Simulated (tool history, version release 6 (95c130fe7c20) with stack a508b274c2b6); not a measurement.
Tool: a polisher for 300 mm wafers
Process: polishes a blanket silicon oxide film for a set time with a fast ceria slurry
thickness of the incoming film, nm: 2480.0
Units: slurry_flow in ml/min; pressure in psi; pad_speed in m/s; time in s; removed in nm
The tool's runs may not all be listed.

run  hour  slurry_flow  pressure  pad_speed  time  removed
  1     0          180       1.9       0.78    87   731.47
  2   0.9          180       1.9       0.88    87   822.62
  3   1.7          180       1.9       0.88    87   824.17
  4   9.9          180       1.9       0.76    87   720.12
  5  16.8          180       1.5       0.76    87   575.46
  6  23.2          180       1.5       0.76    92   605.96
  7  27.7          175       1.5       0.76    92   602.62
  8  29.2          170       1.5       0.76    92   606.49
  9  30.8          170       1.4       0.76    92   557.72
 10  35.4          165       1.4       0.76    92   563.58
 11  41.8          160       1.4       0.76    92   558.57
 12  45.1          155       1.4       0.76    92   552.17
 13  50.4          150       1.4       0.76    92   552.64

Run 14 comes next. What will it give?
 14  52.2          145       1.4       0.76    92        ?

{"run 14": {"removed": 540.3}}
